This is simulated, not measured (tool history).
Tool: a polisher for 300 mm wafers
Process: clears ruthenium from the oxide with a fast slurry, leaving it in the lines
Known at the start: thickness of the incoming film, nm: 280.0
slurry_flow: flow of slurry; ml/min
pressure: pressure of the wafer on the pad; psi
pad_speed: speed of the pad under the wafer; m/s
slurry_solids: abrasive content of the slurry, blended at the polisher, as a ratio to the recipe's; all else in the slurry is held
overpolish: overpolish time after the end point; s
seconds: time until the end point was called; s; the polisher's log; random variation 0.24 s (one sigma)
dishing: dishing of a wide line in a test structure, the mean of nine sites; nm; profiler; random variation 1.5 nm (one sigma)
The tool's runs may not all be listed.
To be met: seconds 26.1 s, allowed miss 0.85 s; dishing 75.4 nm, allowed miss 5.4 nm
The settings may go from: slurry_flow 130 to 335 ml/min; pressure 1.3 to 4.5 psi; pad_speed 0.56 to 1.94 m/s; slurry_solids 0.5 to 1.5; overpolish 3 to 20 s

run 1 hour=0 | slurry_flow=215 pressure=2.9 pad_speed=1.24 slurry_solids=1 overpolish=10 | seconds=50.916 dishing=44.29
run 2 hour=4.2 | slurry_flow=220 pressure=3.2 pad_speed=1.26 slurry_solids=1 overpolish=10 | seconds=45.768 dishing=49.836
run 3 hour=11.9 | slurry_flow=220 pressure=3.2 pad_speed=1.26 slurry_solids=1 overpolish=7 | seconds=45.378 dishing=35.633
run 4 hour=15 | slurry_flow=220 pressure=3.2 pad_speed=1.1 slurry_solids=1 overpolish=7 | seconds=52.049 dishing=32.57
run 5 hour=22.6 | slurry_flow=220 pressure=3.5 pad_speed=1.16 slurry_solids=1 overpolish=8 | seconds=45.867 dishing=41.453
run 6 hour=25.2 | slurry_flow=220 pressure=3.5 pad_speed=1.16 slurry_solids=1 overpolish=11 | seconds=44.262 dishing=56.292
run 7 hour=26.9 | slurry_flow=225 pressure=3.7 pad_speed=1.22 slurry_solids=1 overpolish=11 | seconds=40.245 dishing=57.511
run 8 hour=30 | slurry_flow=225 pressure=3.9 pad_speed=1.26 slurry_solids=1 overpolish=11 | seconds=37.36 dishing=64.782
run 9 hour=37 | slurry_flow=225 pressure=3.9 pad_speed=1.26 slurry_solids=1 overpolish=11 | seconds=38.024 dishing=62.037
run 10 hour=38.3 | slurry_flow=225 pressure=4 pad_speed=1.32 slurry_solids=1 overpolish=11 | seconds=34.694 dishing=65.987
run 11 hour=38.9 | slurry_flow=225 pressure=4.1 pad_speed=1.36 slurry_solids=1 overpolish=11 | seconds=33.214 dishing=69.054
run 12 hour=43.2 | slurry_flow=230 pressure=4.2 pad_speed=1.4 slurry_solids=1 overpolish=11 | seconds=30.822 dishing=71.028
run 13 hour=46.6 | slurry_flow=235 pressure=4.3 pad_speed=1.42 slurry_solids=1 overpolish=11 | seconds=30.259 dishing=72.585
run 14 hour=55.5 | slurry_flow=235 pressure=4.3 pad_speed=1.44 slurry_solids=1 overpolish=11 | seconds=29.719 dishing=73.231
run 15 hour=59.1 | slurry_flow=235 pressure=4.3 pad_speed=1.46 slurry_solids=1 overpolish=11 | seconds=28.841 dishing=76.32
run 16 hour=66.8 | slurry_flow=235 pressure=4.3 pad_speed=1.48 slurry_solids=1 overpolish=11 | seconds=29.036 dishing=76.007
run 17 hour=68 | slurry_flow=235 pressure=4.3 pad_speed=1.5 slurry_solids=1 overpolish=11 | seconds=28.083 dishing=76.302
run 18 hour=70.8 | slurry_flow=235 pressure=4.4 pad_speed=1.52 slurry_solids=1 overpolish=11 | seconds=27.66 dishing=79.742
-- hour=76.1 slurry nozzle cleaned
run 19 hour=76.1 | slurry_flow=240 pressure=4.5 pad_speed=1.54 slurry_solids=1 overpolish=10 | seconds=24.63 dishing=77.568

5 next moves are on the table. One of them brings every result within its allowed miss. Which?
run A hour=81.4 | slurry_flow=270 pressure=4.4 pad_speed=1.48 slurry_solids=0.95 overpolish=8 | seconds=? dishing=?
run B hour=81.4 | slurry_flow=245 pressure=4.5 pad_speed=1.74 slurry_solids=0.95 overpolish=9 | seconds=? dishing=?
run C hour=81.4 | slurry_flow=220 pressure=4.2 pad_speed=1.38 slurry_solids=1.1 overpolish=11 | seconds=? dishing=?
run D hour=81.4 | slurry_flow=260 pressure=4.1 pad_speed=1.64 slurry_solids=0.95 overpolish=10 | seconds=? dishing=?
run E hour=81.4 | slurry_flow=265 pressure=3.7 pad_speed=1.78 slurry_solids=0.8 overpolish=8 | seconds=? dishing=?

move=A seconds=26.573 dishing=63.969
move=B seconds=22.553 dishing=78.674
move=C seconds=28.359 dishing=77.117
move=D seconds=25.954 dishing=76.752
move=E seconds=29.036 dishing=59.719
A: brings the result that was furthest off to its target, and leaves another outside
B: further off than the last run
C: takes the result that was furthest off past its target
D: meets every target
E: takes the result that was furthest off past its target
The right move is D.
